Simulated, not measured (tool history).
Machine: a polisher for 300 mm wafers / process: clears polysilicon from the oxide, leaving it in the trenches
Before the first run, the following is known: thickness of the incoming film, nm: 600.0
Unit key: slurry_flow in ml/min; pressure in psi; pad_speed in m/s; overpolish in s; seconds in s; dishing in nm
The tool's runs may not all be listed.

run 1 day=0 | slurry_flow=295 pressure=2 pad_speed=0.82 overpolish=13 | seconds=86.547 dishing=46.843
run 2 day=0.196 | slurry_flow=295 pressure=2 pad_speed=0.96 overpolish=13 | seconds=77.651 dishing=46.365
run 3 day=0.4 | slurry_flow=295 pressure=2.1 pad_speed=0.98 overpolish=11 | seconds=72.38 dishing=44.999
run 4 day=0.533 | slurry_flow=295 pressure=1.9 pad_speed=0.98 overpolish=11 | seconds=81.057 dishing=44.353
run 5 day=0.775 | slurry_flow=275 pressure=2 pad_speed=1 overpolish=9 | seconds=74.965 dishing=41.489
run 6 day=0.85 | slurry_flow=275 pressure=2 pad_speed=1.1 overpolish=9 | seconds=68.342 dishing=43.733

Predict the results of run 7:
run 7 day=0.917 | slurry_flow=270 pressure=2.1 pad_speed=1.08 overpolish=8 | seconds=? dishing=?

{"run 7": {"seconds": 66.802, "dishing": 42.674}}
